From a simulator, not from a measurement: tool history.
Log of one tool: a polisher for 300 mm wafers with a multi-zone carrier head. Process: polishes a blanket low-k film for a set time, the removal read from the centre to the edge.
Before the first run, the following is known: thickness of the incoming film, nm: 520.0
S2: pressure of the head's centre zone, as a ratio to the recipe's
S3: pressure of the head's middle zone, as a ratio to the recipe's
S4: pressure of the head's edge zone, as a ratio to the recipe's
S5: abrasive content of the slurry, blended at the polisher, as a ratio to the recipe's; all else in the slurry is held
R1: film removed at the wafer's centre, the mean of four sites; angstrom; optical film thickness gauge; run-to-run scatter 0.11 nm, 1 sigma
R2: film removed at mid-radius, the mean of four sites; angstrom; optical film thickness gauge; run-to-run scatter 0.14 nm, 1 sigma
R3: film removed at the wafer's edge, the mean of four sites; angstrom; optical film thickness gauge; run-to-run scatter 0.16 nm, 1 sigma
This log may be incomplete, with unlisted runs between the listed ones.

{"run": 1, "hour": 0.0, "flow of slurry (ml/min)": 315, "S2": 1.0, "S3": 1.0, "S4": 1.0, "S5": 1.0, "polishing time (s)": 49, "R1": 139.9, "R2": 142.21, "R3": 139.72}
{"run": 2, "hour": 4.5, "flow of slurry (ml/min)": 315, "S2": 1.0, "S3": 1.0, "S4": 1.05, "S5": 1.0, "polishing time (s)": 49, "R1": 141.2, "R2": 141.75, "R3": 146.02}
{"run": 3, "hour": 10.8, "flow of slurry (ml/min)": 315, "S2": 0.99, "S3": 0.99, "S4": 1.01, "S5": 0.95, "polishing time (s)": 49, "R1": 134.96, "R2": 134.97, "R3": 134.69}
{"run": 4, "hour": 12.4, "flow of slurry (ml/min)": 315, "S2": 0.99, "S3": 0.99, "S4": 0.96, "S5": 0.95, "polishing time (s)": 49, "R1": 136.17, "R2": 137.79, "R3": 134.59}
{"run": 5, "hour": 19.8, "flow of slurry (ml/min)": 315, "S2": 1.03, "S3": 0.99, "S4": 0.96, "S5": 0.95, "polishing time (s)": 49, "R1": 142.09, "R2": 140.15, "R3": 133.76}
{"run": 6, "hour": 28.0, "flow of slurry (ml/min)": 315, "S2": 1.01, "S3": 0.98, "S4": 0.94, "S5": 0.9, "polishing time (s)": 49, "R1": 136.93, "R2": 131.9, "R3": 129.22}
{"run": 7, "hour": 33.4, "flow of slurry (ml/min)": 315, "S2": 0.99, "S3": 0.99, "S4": 0.92, "S5": 0.85, "polishing time (s)": 49, "R1": 133.45, "R2": 133.9, "R3": 124.46}
{"run": 8, "hour": 39.6, "flow of slurry (ml/min)": 315, "S2": 0.97, "S3": 0.98, "S4": 0.91, "S5": 0.8, "polishing time (s)": 49, "R1": 126.1, "R2": 127.6, "R3": 119.51}
{"run": 9, "hour": 43.4, "flow of slurry (ml/min)": 315, "S2": 0.96, "S3": 0.97, "S4": 0.9, "S5": 0.8, "polishing time (s)": 49, "R1": 122.34, "R2": 129.47, "R3": 117.98}
{"run": 10, "hour": 45.7, "flow of slurry (ml/min)": 315, "S2": 0.96, "S3": 0.95, "S4": 0.89, "S5": 0.8, "polishing time (s)": 49, "R1": 126.54, "R2": 125.79, "R3": 120.13}
{"run": 11, "hour": 53.9, "flow of slurry (ml/min)": 315, "S2": 0.95, "S3": 0.95, "S4": 0.88, "S5": 0.75, "polishing time (s)": 49, "R1": 118.25, "R2": 121.81, "R3": 117.34}

For run 12, what comes out?
{"run": 12, "hour": 57.4, "flow of slurry (ml/min)": 315, "S2": 0.95, "S3": 0.95, "S4": 0.87, "S5": 0.75, "polishing time (s)": 49, "R1": "?", "R2": "?", "R3": "?"}

R1: 119.54 angstrom
R2: 119.67 angstrom
R3: 115.08 angstrom

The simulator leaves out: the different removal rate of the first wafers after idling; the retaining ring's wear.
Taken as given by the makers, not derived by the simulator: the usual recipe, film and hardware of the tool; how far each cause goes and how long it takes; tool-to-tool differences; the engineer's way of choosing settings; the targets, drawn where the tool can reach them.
